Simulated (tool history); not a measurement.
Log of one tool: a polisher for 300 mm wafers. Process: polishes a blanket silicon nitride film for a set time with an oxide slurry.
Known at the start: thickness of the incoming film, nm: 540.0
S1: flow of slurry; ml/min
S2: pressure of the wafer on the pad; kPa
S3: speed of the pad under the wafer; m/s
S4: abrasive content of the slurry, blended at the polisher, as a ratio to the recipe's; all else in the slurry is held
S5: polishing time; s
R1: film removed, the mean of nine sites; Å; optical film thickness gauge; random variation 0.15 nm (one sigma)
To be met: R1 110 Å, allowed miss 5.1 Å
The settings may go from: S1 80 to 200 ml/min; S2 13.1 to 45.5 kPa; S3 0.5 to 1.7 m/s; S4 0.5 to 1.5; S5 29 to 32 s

run,hour,S1,S2,S3,S4,S5,R1
1,0,130,29,1.1,1,32,276.04
2,5.1,150,29,1.1,1,32,282.52
3,11.6,120,29,1.1,1,32,264.7
4,15.7,120,29,1.1,1.1,32,282.43
5,23.4,120,29,1.22,1.1,32,300.48
6,30.9,120,29,1.06,1.1,32,280.77
7,39.2,115,20.7,0.76,0.9,30,135.24
8,45.3,115,20,0.76,0.9,30,129.71
9,49.5,115,19.3,0.76,0.9,30,124.04

4 next moves are on the table. One of them brings every result within its allowed miss. Which?
A,53.7,130,18.6,0.84,0.7,29,?
B,53.7,115,20.7,0.66,0.8,30,?
C,53.7,80,20,0.92,1.05,29,?
D,53.7,115,17.2,0.82,0.9,32,?

move,R1
A,97.393
B,107.8
C,136.69
D,121.56
A: takes the result that was furthest off past its target
B: meets every target
C: further off than the last run
D: nearer than the last run, and not there yet
Answer: B

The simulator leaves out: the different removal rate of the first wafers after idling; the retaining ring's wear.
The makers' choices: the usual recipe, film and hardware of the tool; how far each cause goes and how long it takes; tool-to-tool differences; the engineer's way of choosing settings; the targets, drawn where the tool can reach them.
